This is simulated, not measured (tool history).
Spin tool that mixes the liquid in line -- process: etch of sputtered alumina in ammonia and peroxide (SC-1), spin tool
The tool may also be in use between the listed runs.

run	day	temperature setpoint of the liquid (°C)	parts of 29 % ammonia solution to one part of 30 % peroxide (parts by volume)	time under the liquid (s)	thickness taken off the sputtered alumina on a monitor wafer (nm)
1	0.000	60.0	0.95	40	3.2638
2	0.208	63.0	0.95	40	3.7564
3	0.408	63.0	0.95	40	3.7295
4	0.454	63.0	0.95	25	2.3691
5	0.533	60.0	0.95	25	1.9995
6	0.575	60.0	0.95	25	1.9931
7	0.912	59.5	0.95	25	1.9693
8	1.000	59.0	0.95	25	1.9440
9	1.262	58.5	0.95	25	1.8620

Forecast run 10:
10	1.358	58.0	0.95	25	?

{"run 10": {"thickness taken off the sputtered alumina on a monitor wafer (nm)": 1.8274}}
